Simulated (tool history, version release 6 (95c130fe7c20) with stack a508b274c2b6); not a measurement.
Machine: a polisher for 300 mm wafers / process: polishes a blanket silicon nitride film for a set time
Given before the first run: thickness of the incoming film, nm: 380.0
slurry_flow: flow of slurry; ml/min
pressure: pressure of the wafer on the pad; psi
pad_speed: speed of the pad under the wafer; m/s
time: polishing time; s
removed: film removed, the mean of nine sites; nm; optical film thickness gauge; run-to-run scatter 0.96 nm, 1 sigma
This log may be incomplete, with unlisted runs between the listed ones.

run,day,slurry_flow,pressure,pad_speed,time,removed
1,0.000,280,4.0,0.88,24,44.085
2,0.271,280,4.0,0.88,21,38.527
3,0.575,280,4.6,0.90,21,44.921
4,0.804,280,5.3,0.90,21,51.544
5,1.033,335,5.3,0.90,21,52.184
6,1.333,335,5.9,0.90,21,59.152
7,1.700,335,6.0,0.92,21,60.723

Run 8 has not been measured yet. What should we expect?
8,2.033,335,6.1,0.94,21,?

removed: 61.706 nm
